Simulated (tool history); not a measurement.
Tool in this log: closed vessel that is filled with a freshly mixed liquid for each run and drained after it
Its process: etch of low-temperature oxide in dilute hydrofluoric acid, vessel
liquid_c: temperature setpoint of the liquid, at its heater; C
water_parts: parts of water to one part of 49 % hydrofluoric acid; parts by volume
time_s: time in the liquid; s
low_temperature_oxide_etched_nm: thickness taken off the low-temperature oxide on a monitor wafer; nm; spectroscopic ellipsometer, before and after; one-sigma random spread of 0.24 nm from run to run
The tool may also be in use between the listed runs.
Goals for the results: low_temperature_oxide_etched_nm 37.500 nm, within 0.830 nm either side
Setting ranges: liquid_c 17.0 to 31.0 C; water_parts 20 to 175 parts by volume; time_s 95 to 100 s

| run | hour | liquid_c | water_parts | time_s | low_temperature_oxide_etched_nm |
|---|---|---|---|---|---|
| 1 | 0.0 | 23.0 | 95 | 95 | 20.472 |
| 2 | 6.4 | 23.0 | 95 | 100 | 21.544 |
| 3 | 7.0 | 23.0 | 95 | 100 | 21.694 |
| 4 | 13.0 | 23.0 | 95 | 95 | 20.712 |
| 5 | 20.4 | 25.5 | 85 | 95 | 25.848 |
| 6 | 26.3 | 27.5 | 80 | 95 | 30.341 |
| 7 | 32.8 | 28.5 | 80 | 95 | 31.006 |
| 8 | 36.7 | 29.5 | 80 | 95 | 32.523 |
| 9 | 42.6 | 31.0 | 70 | 95 | 39.589 |
| 10 | 44.2 | 30.5 | 70 | 95 | 38.974 |

Consider the 5 candidate settings below. Which is the only one whose results all fall within their allowed miss of target?
| A | 45.8 | 29.5 | 70 | 100 | ? |
| B | 45.8 | 31.0 | 70 | 95 | ? |
| C | 45.8 | 30.0 | 75 | 100 | ? |
| D | 45.8 | 27.5 | 60 | 95 | ? |
| E | 45.8 | 27.5 | 65 | 100 | ? |

| move | low_temperature_oxide_etched_nm |
|---|---|
| A | 39.337 |
| B | 39.588 |
| C | 37.154 |
| D | 40.900 |
| E | 39.460 |
A: misses by more than the last run did
B: misses by more than the last run did
C: every result within its allowed miss
D: misses by more than the last run did
E: misses by more than the last run did
Answer: C
